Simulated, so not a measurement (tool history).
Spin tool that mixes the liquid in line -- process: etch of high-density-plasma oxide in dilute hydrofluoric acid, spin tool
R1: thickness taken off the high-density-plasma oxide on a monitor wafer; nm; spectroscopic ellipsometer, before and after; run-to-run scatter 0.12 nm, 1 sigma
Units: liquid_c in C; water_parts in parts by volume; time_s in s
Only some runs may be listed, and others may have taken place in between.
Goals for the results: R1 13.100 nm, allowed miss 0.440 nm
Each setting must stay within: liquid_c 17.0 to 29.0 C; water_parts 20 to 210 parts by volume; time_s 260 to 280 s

{"run": 1, "hour": 0.0, "liquid_c": 21.0, "water_parts": 115, "time_s": 260, "R1": 15.971}
{"run": 2, "hour": 8.0, "liquid_c": 21.0, "water_parts": 115, "time_s": 280, "R1": 17.034}
{"run": 3, "hour": 8.8, "liquid_c": 19.0, "water_parts": 115, "time_s": 280, "R1": 15.939}
{"run": 4, "hour": 12.3, "liquid_c": 19.0, "water_parts": 115, "time_s": 280, "R1": 15.778}
{"run": 5, "hour": 20.2, "liquid_c": 18.5, "water_parts": 120, "time_s": 280, "R1": 14.695}
{"run": 6, "hour": 28.0, "liquid_c": 18.5, "water_parts": 120, "time_s": 280, "R1": 14.762}
{"run": 7, "hour": 34.3, "liquid_c": 18.0, "water_parts": 120, "time_s": 280, "R1": 14.177}
{"run": 8, "hour": 35.8, "liquid_c": 17.5, "water_parts": 120, "time_s": 280, "R1": 14.328}

4 candidate next runs follow, results not yet known. Just one meets every target within its allowed miss. Identify it.
{"run": "A", "hour": 37.3, "liquid_c": 18.0, "water_parts": 125, "time_s": 280, "R1": "?"}
{"run": "B", "hour": 37.3, "liquid_c": 17.0, "water_parts": 115, "time_s": 280, "R1": "?"}
{"run": "C", "hour": 37.3, "liquid_c": 17.5, "water_parts": 120, "time_s": 260, "R1": "?"}
{"run": "D", "hour": 37.3, "liquid_c": 19.5, "water_parts": 125, "time_s": 280, "R1": "?"}

move=A R1=13.795
move=B R1=14.533
move=C R1=13.137
move=D R1=14.668
A: moves toward the targets from the last run without getting all of them in spec
B: moves away from the targets compared with the last run
C: all results in spec
D: moves away from the targets compared with the last run
C meets every target.
